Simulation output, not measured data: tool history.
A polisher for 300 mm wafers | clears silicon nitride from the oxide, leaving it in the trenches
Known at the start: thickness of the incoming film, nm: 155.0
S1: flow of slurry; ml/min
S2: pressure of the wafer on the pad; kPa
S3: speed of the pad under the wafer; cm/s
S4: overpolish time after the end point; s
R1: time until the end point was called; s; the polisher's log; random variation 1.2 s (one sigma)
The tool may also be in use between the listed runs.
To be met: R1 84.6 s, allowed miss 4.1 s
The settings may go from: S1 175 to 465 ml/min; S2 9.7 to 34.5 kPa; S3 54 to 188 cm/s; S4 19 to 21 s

run	day	S1	S2	S3	S4	R1
1	0	295	22.1	120	19	109.62
2	0.112	295	18.6	120	19	120.56
3	0.171	295	18.6	120	21	125.3
4	0.325	295	18.6	96	21	143.23
5	0.512	295	22.8	100	21	118
6	0.788	295	25.5	102	21	109.67
7	1.067	295	27.6	104	21	101.17
8	1.333	295	29	106	21	96.151

Which of these 5 next moves meets every target?
A	1.6	345	32.4	134	21	?
B	1.6	325	33.1	130	21	?
C	1.6	195	24.1	104	21	?
D	1.6	255	31	120	20	?
E	1.6	265	24.8	122	21	?

move	R1
A	73.305
B	74.081
C	119.6
D	85.009
E	99.988
A: takes the result that was furthest off past its target
B: takes the result that was furthest off past its target
C: further off than the last run
D: meets every target
E: further off than the last run
The right move is D.

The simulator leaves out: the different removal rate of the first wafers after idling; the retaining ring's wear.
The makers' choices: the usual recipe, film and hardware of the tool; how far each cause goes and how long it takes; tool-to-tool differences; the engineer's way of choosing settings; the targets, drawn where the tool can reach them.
